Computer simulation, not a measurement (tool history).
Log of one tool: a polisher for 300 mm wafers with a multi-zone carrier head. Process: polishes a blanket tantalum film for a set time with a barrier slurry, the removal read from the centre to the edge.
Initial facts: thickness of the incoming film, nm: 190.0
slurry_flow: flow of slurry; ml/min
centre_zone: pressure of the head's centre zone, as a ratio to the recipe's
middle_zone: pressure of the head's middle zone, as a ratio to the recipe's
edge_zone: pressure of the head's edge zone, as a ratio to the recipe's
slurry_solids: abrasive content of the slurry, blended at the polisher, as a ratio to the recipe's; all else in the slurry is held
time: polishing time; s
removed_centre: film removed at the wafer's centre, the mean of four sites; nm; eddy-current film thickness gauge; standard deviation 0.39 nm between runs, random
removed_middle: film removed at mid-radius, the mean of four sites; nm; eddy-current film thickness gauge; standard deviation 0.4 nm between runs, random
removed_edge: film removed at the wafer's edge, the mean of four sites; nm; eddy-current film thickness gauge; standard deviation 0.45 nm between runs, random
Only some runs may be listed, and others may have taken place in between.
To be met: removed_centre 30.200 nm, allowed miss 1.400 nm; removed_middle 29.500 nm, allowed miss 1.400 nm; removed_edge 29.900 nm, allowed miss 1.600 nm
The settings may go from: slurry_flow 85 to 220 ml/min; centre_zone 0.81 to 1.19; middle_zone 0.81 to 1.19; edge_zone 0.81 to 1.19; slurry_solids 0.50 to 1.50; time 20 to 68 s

run 1 day=0.000 | slurry_flow=140 centre_zone=1.00 middle_zone=1.00 edge_zone=1.00 slurry_solids=1.00 time=44 | removed_centre=54.511 removed_middle=57.562 removed_edge=55.245
run 2 day=0.275 | slurry_flow=140 centre_zone=1.00 middle_zone=1.00 edge_zone=1.00 slurry_solids=0.80 time=44 | removed_centre=50.210 removed_middle=52.592 removed_edge=51.077
run 3 day=0.567 | slurry_flow=140 centre_zone=1.00 middle_zone=1.00 edge_zone=1.00 slurry_solids=0.80 time=38 | removed_centre=43.631 removed_middle=45.494 removed_edge=44.435
run 4 day=0.712 | slurry_flow=140 centre_zone=1.00 middle_zone=1.00 edge_zone=1.04 slurry_solids=0.80 time=38 | removed_centre=44.165 removed_middle=45.692 removed_edge=45.511
run 5 day=0.767 | slurry_flow=140 centre_zone=1.00 middle_zone=0.99 edge_zone=1.03 slurry_solids=0.75 time=37 | removed_centre=40.779 removed_middle=43.357 removed_edge=43.061
run 6 day=1.025 | slurry_flow=140 centre_zone=1.00 middle_zone=0.99 edge_zone=1.03 slurry_solids=0.75 time=45 | removed_centre=51.067 removed_middle=51.321 removed_edge=52.482
run 7 day=1.338 | slurry_flow=140 centre_zone=1.00 middle_zone=0.98 edge_zone=1.02 slurry_solids=0.70 time=43 | removed_centre=47.828 removed_middle=48.489 removed_edge=49.143
run 8 day=1.438 | slurry_flow=140 centre_zone=1.00 middle_zone=0.97 edge_zone=1.01 slurry_solids=0.70 time=41 | removed_centre=46.213 removed_middle=45.570 removed_edge=45.912
run 9 day=1.633 | slurry_flow=135 centre_zone=0.99 middle_zone=0.96 edge_zone=1.00 slurry_solids=0.70 time=40 | removed_centre=43.744 removed_middle=43.978 removed_edge=44.833
run 10 day=1.729 | slurry_flow=140 centre_zone=1.02 middle_zone=0.93 edge_zone=0.93 slurry_solids=0.50 time=28 | removed_centre=26.504 removed_middle=25.444 removed_edge=25.444
run 11 day=2.100 | slurry_flow=140 centre_zone=1.02 middle_zone=0.93 edge_zone=0.94 slurry_solids=0.50 time=28 | removed_centre=26.312 removed_middle=25.359 removed_edge=25.542
run 12 day=2.196 | slurry_flow=140 centre_zone=1.02 middle_zone=0.93 edge_zone=0.95 slurry_solids=0.50 time=28 | removed_centre=26.258 removed_middle=24.962 removed_edge=26.814
run 13 day=2.442 | slurry_flow=145 centre_zone=1.02 middle_zone=0.94 edge_zone=0.95 slurry_solids=0.50 time=28 | removed_centre=26.368 removed_middle=25.468 removed_edge=26.914
run 14 day=2.529 | slurry_flow=145 centre_zone=1.03 middle_zone=0.95 edge_zone=0.95 slurry_solids=0.50 time=28 | removed_centre=27.197 removed_middle=26.465 removed_edge=26.981

Next run, 4 choices. One meets every target within its allowed miss, the rest don't. Which?
run A day=2.617 | slurry_flow=170 centre_zone=0.92 middle_zone=1.00 edge_zone=0.85 slurry_solids=0.65 time=28 | removed_centre=? removed_middle=? removed_edge=?
run B day=2.617 | slurry_flow=145 centre_zone=0.92 middle_zone=1.01 edge_zone=1.01 slurry_solids=0.55 time=28 | removed_centre=? removed_middle=? removed_edge=?
run C day=2.617 | slurry_flow=100 centre_zone=1.11 middle_zone=1.04 edge_zone=1.08 slurry_solids=0.50 time=32 | removed_centre=? removed_middle=? removed_edge=?
run D day=2.617 | slurry_flow=155 centre_zone=1.08 middle_zone=1.04 edge_zone=0.91 slurry_solids=0.50 time=24 | removed_centre=? removed_middle=? removed_edge=?

move=A removed_centre=28.802 removed_middle=32.656 removed_edge=28.502
move=B removed_centre=25.791 removed_middle=29.590 removed_edge=27.841
move=C removed_centre=30.778 removed_middle=30.289 removed_edge=29.439
move=D removed_centre=25.080 removed_middle=25.031 removed_edge=21.862
A: carries the result that was furthest off beyond its target, to the other side
B: the worst result of the last run now meets its target, but another is out of spec
C: in spec on every target
D: moves away from the targets compared with the last run
Go with C: it meets all targets.
